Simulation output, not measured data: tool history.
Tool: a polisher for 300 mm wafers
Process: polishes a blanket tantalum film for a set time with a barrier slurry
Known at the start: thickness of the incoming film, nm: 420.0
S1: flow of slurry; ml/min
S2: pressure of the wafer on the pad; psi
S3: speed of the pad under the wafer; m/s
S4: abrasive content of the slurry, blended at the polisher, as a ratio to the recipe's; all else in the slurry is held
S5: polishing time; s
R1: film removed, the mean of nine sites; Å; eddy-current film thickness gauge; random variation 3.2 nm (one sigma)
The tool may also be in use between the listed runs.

| run | day | S1 | S2 | S3 | S4 | S5 | R1 |
|---|---|---|---|---|---|---|---|
| 1 | 0 | 135 | 1.7 | 1.28 | 1 | 85 | 1582.1 |
| 2 | 0.188 | 135 | 1.7 | 1.28 | 1 | 85 | 1568.5 |
| 3 | 0.4 | 135 | 1.7 | 1.28 | 0.85 | 85 | 1534 |
| 4 | 0.604 | 135 | 1.7 | 1.06 | 0.85 | 85 | 1285.9 |
| 5 | 0.642 | 135 | 1.9 | 1.08 | 0.85 | 85 | 1421.8 |
| 6 | 0.938 | 135 | 2 | 1.14 | 0.85 | 85 | 1574.6 |
| 7 | 0.971 | 135 | 2.1 | 1.18 | 0.85 | 85 | 1729.5 |
| 8 | 1.271 | 135 | 2.2 | 1.2 | 0.85 | 85 | 1825.1 |
| 9 | 1.362 | 135 | 2.3 | 1.22 | 0.85 | 85 | 1955.2 |

The next listed run, before its measurement:
| 10 | 1.683 | 150 | 2.7 | 1.36 | 0.85 | 85 | ? |

R1: 2572 Å
